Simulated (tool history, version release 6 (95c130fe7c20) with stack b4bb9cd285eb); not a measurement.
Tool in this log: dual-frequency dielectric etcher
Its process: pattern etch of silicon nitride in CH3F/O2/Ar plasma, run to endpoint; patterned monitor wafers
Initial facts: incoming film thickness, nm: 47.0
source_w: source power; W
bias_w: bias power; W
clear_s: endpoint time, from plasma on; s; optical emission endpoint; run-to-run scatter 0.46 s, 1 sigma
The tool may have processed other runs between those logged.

run  hour  source_w  bias_w  clear_s
  1   0.0       430      63   68.012
  2   6.4       390      63   70.250
  3   7.0       390      54   75.310
  4  10.0       390      63   69.713
  5  17.1       430      67   66.433
  6  18.6       480      67   62.382
  7  19.6       500      68   61.995

Expected results for the next run?
  8  25.7       520      69        ?

{"run 8": {"clear_s": 60.481}}
